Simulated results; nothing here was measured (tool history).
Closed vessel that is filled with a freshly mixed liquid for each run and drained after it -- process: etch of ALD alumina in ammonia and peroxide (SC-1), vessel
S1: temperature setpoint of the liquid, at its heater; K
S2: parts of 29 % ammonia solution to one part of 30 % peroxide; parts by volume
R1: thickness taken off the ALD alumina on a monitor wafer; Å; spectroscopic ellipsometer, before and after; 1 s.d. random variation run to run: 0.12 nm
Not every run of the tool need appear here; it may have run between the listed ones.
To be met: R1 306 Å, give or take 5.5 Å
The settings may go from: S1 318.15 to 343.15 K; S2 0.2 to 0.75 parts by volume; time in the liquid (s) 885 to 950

Run 1, day 0: S1 334.15 K, S2 0.45 parts by volume, time in the liquid (s) 885. Result: R1 450.4 Å.
Run 2, day 0.104: S1 334.15 K, S2 0.3 parts by volume, time in the liquid (s) 885. Result: R1 432.03 Å.
Run 3, day 0.204: S1 334.15 K, S2 0.45 parts by volume, time in the liquid (s) 885. Result: R1 449.59 Å.
Run 4, day 0.425: S1 334.15 K, S2 0.55 parts by volume, time in the liquid (s) 885. Result: R1 458.67 Å.
Run 5, day 0.658: S1 332.15 K, S2 0.55 parts by volume, time in the liquid (s) 885. Result: R1 414.75 Å.
Run 6, day 0.833: S1 339.15 K, S2 0.55 parts by volume, time in the liquid (s) 885. Result: R1 588.48 Å.
Run 7, day 0.875: S1 339.15 K, S2 0.55 parts by volume, time in the liquid (s) 885. Result: R1 587.56 Å.
Run 8, day 1.217: S1 335.65 K, S2 0.55 parts by volume, time in the liquid (s) 885. Result: R1 494.42 Å.
Run 9, day 1.542: S1 333.15 K, S2 0.55 parts by volume, time in the liquid (s) 885. Result: R1 436.55 Å.
Run 10, day 1.662: S1 331.15 K, S2 0.55 parts by volume, time in the liquid (s) 885. Result: R1 394.78 Å.
Run 11, day 1.879: S1 329.65 K, S2 0.55 parts by volume, time in the liquid (s) 885. Result: R1 365.91 Å.
Run 12, day 2.058: S1 325.65 K, S2 0.55 parts by volume, time in the liquid (s) 885. Result: R1 294.88 Å.

Which of these 4 next moves meets every target?
Run A, day 2.238: S1 323.65 K, S2 0.6 parts by volume, time in the liquid (s) 950. Result: R1 ?.
Run B, day 2.238: S1 324.65 K, S2 0.55 parts by volume, time in the liquid (s) 890. Result: R1 ?.
Run C, day 2.238: S1 325.65 K, S2 0.45 parts by volume, time in the liquid (s) 935. Result: R1 ?.
Run D, day 2.238: S1 324.65 K, S2 0.35 parts by volume, time in the liquid (s) 920. Result: R1 ?.

move      R1
   A  285.84
   B  280.49
   C  305.22
   D  277.74
A: lands further from the targets than the last run did
B: lands further from the targets than the last run did
C: meets every target
D: lands further from the targets than the last run did
So the answer is move C, the one that meets all the targets.
